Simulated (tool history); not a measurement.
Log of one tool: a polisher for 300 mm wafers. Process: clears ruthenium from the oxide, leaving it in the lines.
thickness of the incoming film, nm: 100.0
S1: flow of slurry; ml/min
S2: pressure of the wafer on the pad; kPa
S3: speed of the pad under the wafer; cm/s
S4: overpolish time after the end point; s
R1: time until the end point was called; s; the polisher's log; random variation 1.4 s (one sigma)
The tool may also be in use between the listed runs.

run,hour,S1,S2,S3,S4,R1
1,0,220,11,78,9,180.81
2,7,220,11,78,9,180.56
3,12.4,220,11,84,9,174.74
4,18.2,220,11,96,9,154.54
5,22.2,220,9,96,9,172.87
6,27.5,220,11,98,9,148.98
7,34.6,220,12.4,98,9,141.16
8,39.7,220,13.8,100,9,128.41
9,42.5,220,14.5,100,9,122.4

Run 10 comes next. What will it give?
10,47,220,15.2,100,9,?

Run 10 gave R1 121.32 s.
